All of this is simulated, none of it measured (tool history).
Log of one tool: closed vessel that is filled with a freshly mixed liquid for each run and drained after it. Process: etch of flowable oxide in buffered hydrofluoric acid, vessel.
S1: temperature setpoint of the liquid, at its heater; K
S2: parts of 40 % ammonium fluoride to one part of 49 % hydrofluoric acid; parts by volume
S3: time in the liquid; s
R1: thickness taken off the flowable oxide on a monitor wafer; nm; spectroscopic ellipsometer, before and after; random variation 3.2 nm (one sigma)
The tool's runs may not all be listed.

Run 1, day 0.000: S1 298.15 K, S2 8.5 parts by volume, S3 90 s. Result: R1 330.29 nm.
Run 2, day 0.267: S1 298.15 K, S2 8.5 parts by volume, S3 90 s. Result: R1 330.84 nm.
Run 3, day 0.500: S1 298.65 K, S2 8.5 parts by volume, S3 90 s. Result: R1 339.75 nm.
Run 4, day 0.667: S1 299.15 K, S2 8.5 parts by volume, S3 90 s. Result: R1 348.26 nm.
Run 5, day 0.783: S1 299.15 K, S2 8.5 parts by volume, S3 100 s. Result: R1 386.36 nm.
Run 6, day 1.125: S1 299.65 K, S2 8.5 parts by volume, S3 100 s. Result: R1 396.36 nm.
Run 7, day 1.429: S1 300.15 K, S2 8.5 parts by volume, S3 100 s. Result: R1 408.68 nm.

Run 8 comes next. What will it give?
Run 8, day 1.700: S1 300.65 K, S2 8.5 parts by volume, S3 100 s. Result: R1 ?.

{"run 8": {"R1": 422.28}}

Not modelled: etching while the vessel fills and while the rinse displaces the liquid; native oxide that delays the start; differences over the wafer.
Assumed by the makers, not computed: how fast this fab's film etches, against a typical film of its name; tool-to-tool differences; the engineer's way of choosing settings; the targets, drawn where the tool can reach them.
